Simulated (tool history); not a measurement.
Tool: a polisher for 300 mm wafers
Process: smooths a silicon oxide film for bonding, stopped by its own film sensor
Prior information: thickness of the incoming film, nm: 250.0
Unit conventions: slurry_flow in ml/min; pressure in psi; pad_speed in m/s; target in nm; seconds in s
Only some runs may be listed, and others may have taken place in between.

run 1 hour=0 | slurry_flow=145 pressure=1.4 pad_speed=0.74 slurry_solids=1 target=222 | seconds=84.287
run 2 hour=2.1 | slurry_flow=145 pressure=1.4 pad_speed=0.74 slurry_solids=1 target=222 | seconds=87.77
run 3 hour=3.6 | slurry_flow=145 pressure=1.2 pad_speed=0.72 slurry_solids=1 target=222 | seconds=99.302
run 4 hour=8.4 | slurry_flow=145 pressure=1.2 pad_speed=0.72 slurry_solids=1 target=225 | seconds=86.003
run 5 hour=15.2 | slurry_flow=145 pressure=1.2 pad_speed=0.72 slurry_solids=1 target=222 | seconds=96.543
run 6 hour=20.6 | slurry_flow=145 pressure=1.1 pad_speed=0.68 slurry_solids=1 target=222 | seconds=107.34
run 7 hour=25.4 | slurry_flow=145 pressure=1 pad_speed=0.66 slurry_solids=1 target=222 | seconds=122.61

What will run 8 give?
run 8 hour=29.6 | slurry_flow=145 pressure=0.9 pad_speed=0.66 slurry_solids=1 target=222 | seconds=?

{"run 8": {"seconds": 125.13}}

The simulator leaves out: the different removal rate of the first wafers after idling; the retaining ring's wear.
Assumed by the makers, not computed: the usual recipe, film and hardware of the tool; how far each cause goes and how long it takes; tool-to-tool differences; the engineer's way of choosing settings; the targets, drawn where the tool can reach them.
